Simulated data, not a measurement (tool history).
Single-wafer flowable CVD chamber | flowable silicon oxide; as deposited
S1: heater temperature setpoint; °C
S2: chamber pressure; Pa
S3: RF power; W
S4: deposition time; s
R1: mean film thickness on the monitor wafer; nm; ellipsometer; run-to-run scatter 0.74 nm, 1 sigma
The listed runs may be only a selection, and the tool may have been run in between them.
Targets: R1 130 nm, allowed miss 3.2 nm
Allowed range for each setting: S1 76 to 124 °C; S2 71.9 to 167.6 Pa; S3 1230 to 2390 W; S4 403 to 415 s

Run 1, hour 0: S1 100 °C, S2 119.7 Pa, S3 1810 W, S4 403 s. Result: R1 317.73 nm.
Run 2, hour 2.9: S1 100 °C, S2 138.8 Pa, S3 1810 W, S4 403 s. Result: R1 366.32 nm.
Run 3, hour 5.5: S1 105 °C, S2 132.3 Pa, S3 1800 W, S4 403 s. Result: R1 299.34 nm.
Run 4, hour 6.7: S1 105 °C, S2 132.3 Pa, S3 1990 W, S4 403 s. Result: R1 302.09 nm.
Run 5, hour 13.2: S1 115 °C, S2 132.3 Pa, S3 1990 W, S4 403 s. Result: R1 228.08 nm.
Run 6, hour 20.2: S1 115 °C, S2 132.3 Pa, S3 1990 W, S4 403 s. Result: R1 229.19 nm.
Run 7, hour 27.8: S1 117 °C, S2 124.5 Pa, S3 1980 W, S4 403 s. Result: R1 203.93 nm.
Run 8, hour 29.4: S1 119 °C, S2 117.6 Pa, S3 1970 W, S4 403 s. Result: R1 182.26 nm.
Run 9, hour 38.2: S1 120 °C, S2 112.1 Pa, S3 1960 W, S4 403 s. Result: R1 169 nm.

Next run, 5 choices. One meets every target within its allowed miss, the rest don't. Which?
Run A, hour 47: S1 118 °C, S2 113.3 Pa, S3 2060 W, S4 412 s. Result: R1 ?.
Run B, hour 47: S1 121 °C, S2 109.3 Pa, S3 1725 W, S4 403 s. Result: R1 ?.
Run C, hour 47: S1 113 °C, S2 123.2 Pa, S3 1850 W, S4 415 s. Result: R1 ?.
Run D, hour 47: S1 121 °C, S2 86 Pa, S3 2125 W, S4 403 s. Result: R1 ?.
Run E, hour 47: S1 124 °C, S2 110.5 Pa, S3 1915 W, S4 414 s. Result: R1 ?.

move      R1
   A  187.22
   B  158.62
   C   230.4
   D  129.93
   E  155.23
A: further off than the last run
B: nearer than the last run, and not there yet
C: further off than the last run
D: meets every target
E: nearer than the last run, and not there yet
Move D is the one to make.
